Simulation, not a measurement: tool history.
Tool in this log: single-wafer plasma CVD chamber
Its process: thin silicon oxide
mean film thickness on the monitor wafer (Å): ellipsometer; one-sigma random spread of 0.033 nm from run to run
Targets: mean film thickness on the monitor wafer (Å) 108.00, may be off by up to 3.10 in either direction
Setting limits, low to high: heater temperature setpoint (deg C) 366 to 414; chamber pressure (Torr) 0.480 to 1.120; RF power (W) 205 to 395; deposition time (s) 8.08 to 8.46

run    day  heater temperature setpoint (deg C)  chamber pressure (Torr)  RF power (W)  deposition time (s)  mean film thickness on the monitor wafer (Å)
  1  0.000                                  390                    0.800           300                 8.46                                        154.54
  2  0.283                                  397                    0.800           300                 8.46                                        154.17
  3  0.408                                  397                    0.718           295                 8.44                                        140.40
  4  0.604                                  397                    0.639           295                 8.44                                        127.41
     0.971  -- RF generator calibrated
  5  0.971                                  397                    0.639           270                 8.44                                        126.46
  6  1.150                                  393                    0.639           270                 8.44                                        126.91
  7  1.483                                  393                    0.600           270                 8.42                                        120.02
  8  1.683                                  393                    0.575           270                 8.41                                        115.43

Pick the move, out of 4, that brings all results within their allowed miss; only one does.
  A  1.883                                  390                    0.516           260                 8.14                                             ?
  B  1.883                                  393                    0.638           240                 8.08                                             ?
  C  1.883                                  401                    0.586           280                 8.08                                             ?
  D  1.883                                  414                    0.498           325                 8.14                                             ?

move  mean film thickness on the monitor wafer (Å)
   A                                        100.81
   B                                        112.76
   C                                        114.25
   D                                        107.98
A: moves the result that the last run missed by most past its target, out the other side
B: an improvement on the last run, though not all results are within tolerance
C: an improvement on the last run, though not all results are within tolerance
D: hits every target within its allowed miss
Answer: D

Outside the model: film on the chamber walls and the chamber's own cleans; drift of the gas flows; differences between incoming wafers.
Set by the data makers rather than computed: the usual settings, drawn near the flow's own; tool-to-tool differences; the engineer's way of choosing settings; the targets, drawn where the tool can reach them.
